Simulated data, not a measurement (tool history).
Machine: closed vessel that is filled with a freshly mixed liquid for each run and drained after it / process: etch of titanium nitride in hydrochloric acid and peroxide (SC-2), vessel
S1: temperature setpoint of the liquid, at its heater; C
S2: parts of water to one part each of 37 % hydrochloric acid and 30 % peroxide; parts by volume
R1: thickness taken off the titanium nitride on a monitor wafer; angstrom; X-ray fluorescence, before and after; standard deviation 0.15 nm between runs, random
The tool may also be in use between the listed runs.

run 1 hour=0.0 | S1=45.0 S2=6 time_in_the_liquid_(s)=940 | R1=122.010
run 2 hour=8.0 | S1=39.0 S2=6 time_in_the_liquid_(s)=940 | R1=80.846
run 3 hour=11.9 | S1=42.5 S2=6 time_in_the_liquid_(s)=940 | R1=101.630
run 4 hour=19.7 | S1=42.5 S2=6 time_in_the_liquid_(s)=940 | R1=102.890
-- hour=25.3 thermometer replaced
run 5 hour=25.3 | S1=42.5 S2=7 time_in_the_liquid_(s)=940 | R1=105.200
run 6 hour=26.9 | S1=44.5 S2=7 time_in_the_liquid_(s)=940 | R1=118.720

Forecast run 7:
run 7 hour=36.7 | S1=46.0 S2=7 time_in_the_liquid_(s)=940 | R1=?

{"run 7": {"R1": 133.33}}
